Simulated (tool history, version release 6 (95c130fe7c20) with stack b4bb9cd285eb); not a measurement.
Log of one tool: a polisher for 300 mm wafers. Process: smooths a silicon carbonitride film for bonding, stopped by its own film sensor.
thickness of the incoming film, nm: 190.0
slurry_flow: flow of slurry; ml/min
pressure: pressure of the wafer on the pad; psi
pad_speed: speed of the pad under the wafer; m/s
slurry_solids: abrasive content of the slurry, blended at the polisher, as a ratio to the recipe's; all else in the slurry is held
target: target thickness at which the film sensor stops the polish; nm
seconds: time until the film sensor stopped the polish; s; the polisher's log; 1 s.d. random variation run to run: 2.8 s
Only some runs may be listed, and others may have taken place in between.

run 1 hour=0 | slurry_flow=215 pressure=2.5 pad_speed=0.96 slurry_solids=1 target=142 | seconds=193.57
run 2 hour=5.3 | slurry_flow=170 pressure=2.5 pad_speed=0.96 slurry_solids=1 target=142 | seconds=203.06
run 3 hour=10.1 | slurry_flow=170 pressure=1.9 pad_speed=0.96 slurry_solids=1 target=142 | seconds=264.04
run 4 hour=11.4 | slurry_flow=165 pressure=1.8 pad_speed=0.96 slurry_solids=1 target=142 | seconds=273.72
run 5 hour=18.4 | slurry_flow=165 pressure=1.8 pad_speed=0.96 slurry_solids=1 target=142 | seconds=278.33
run 6 hour=25.4 | slurry_flow=165 pressure=1.8 pad_speed=0.96 slurry_solids=1 target=140 | seconds=292.19
run 7 hour=26.2 | slurry_flow=165 pressure=1.8 pad_speed=0.96 slurry_solids=1 target=140 | seconds=296.13
run 8 hour=29.8 | slurry_flow=160 pressure=1.7 pad_speed=0.96 slurry_solids=1 target=140 | seconds=310.24

Forecast run 9:
run 9 hour=30.5 | slurry_flow=155 pressure=1.6 pad_speed=0.96 slurry_solids=1 target=140 | seconds=?

seconds: 324.44 s

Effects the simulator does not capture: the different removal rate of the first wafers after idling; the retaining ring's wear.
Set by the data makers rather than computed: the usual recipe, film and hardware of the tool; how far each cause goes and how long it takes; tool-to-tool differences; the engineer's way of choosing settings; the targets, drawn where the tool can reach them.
